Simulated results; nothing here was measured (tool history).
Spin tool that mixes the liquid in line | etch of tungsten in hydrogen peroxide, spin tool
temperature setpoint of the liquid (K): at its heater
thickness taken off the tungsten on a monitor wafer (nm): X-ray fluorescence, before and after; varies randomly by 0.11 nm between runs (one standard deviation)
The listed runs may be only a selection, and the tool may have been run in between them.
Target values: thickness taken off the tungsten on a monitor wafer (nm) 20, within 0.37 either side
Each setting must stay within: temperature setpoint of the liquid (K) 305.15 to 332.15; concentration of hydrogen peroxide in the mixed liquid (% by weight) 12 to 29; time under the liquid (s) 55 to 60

run,day,temperature setpoint of the liquid (K),concentration of hydrogen peroxide in the mixed liquid (% by weight),time under the liquid (s),thickness taken off the tungsten on a monitor wafer (nm)
1,0,316.15,19.5,55,28.961
2,0.092,316.15,19.5,60,31.696
3,0.125,314.65,19.5,60,28.603
4,0.408,313.65,19.5,60,26.832
# day 0.512: new drum of peroxide connected
5,0.512,317.15,19.5,60,34.426
6,0.879,320.65,19.5,60,42.62
7,1.004,318.65,19.5,60,37.663
8,1.267,316.65,19.5,60,33.544
9,1.367,315.15,19.5,60,30.582

Which single option among these 5 for the next run brings every result within its allowed miss of target? Just one does.
A,1.467,310.15,19.5,55,?
B,1.467,312.65,15,55,?
C,1.467,311.65,17.5,55,?
D,1.467,307.65,21,60,?
E,1.467,322.15,15.5,60,?

move,thickness taken off the tungsten on a monitor wafer (nm)
A,20.34
B,21.03
C,21.275
D,19.481
E,42.579
A: every result lands within tolerance
B: closes in on the targets versus the last run, not all within tolerance yet
C: closes in on the targets versus the last run, not all within tolerance yet
D: moves the result that the last run missed by most past its target, out the other side
E: misses by more than the last run did
So the answer is move A, the one that meets all the targets.
